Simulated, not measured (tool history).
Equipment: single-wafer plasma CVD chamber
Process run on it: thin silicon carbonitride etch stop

run  hour  RF power (kW)  deposition time (s)  mean film thickness on the monitor wafer (angstrom)
  1   0.0          0.255                 15.6                                               99.917
  2   7.4          0.235                 14.3                                               90.483
  3  10.9          0.250                 14.3                                               90.876
  4  16.2          0.275                 14.3                                               92.463
  5  19.8          0.305                 14.3                                               94.893
  6  27.8          0.305                 16.2                                              107.230
  7  30.8          0.285                 14.4                                               93.552
  8  39.6          0.270                 13.3                                               86.290
  9  48.5          0.255                 12.6                                               80.660
 10  49.5          0.255                 12.6                                               81.276
 11  53.1          0.245                 12.2                                               78.114

Estimate the outcome of run 12 from the log above:
 12  59.5          0.235                 12.0                                                    ?

{"run 12": {"mean film thickness on the monitor wafer (angstrom)": 75.047}}

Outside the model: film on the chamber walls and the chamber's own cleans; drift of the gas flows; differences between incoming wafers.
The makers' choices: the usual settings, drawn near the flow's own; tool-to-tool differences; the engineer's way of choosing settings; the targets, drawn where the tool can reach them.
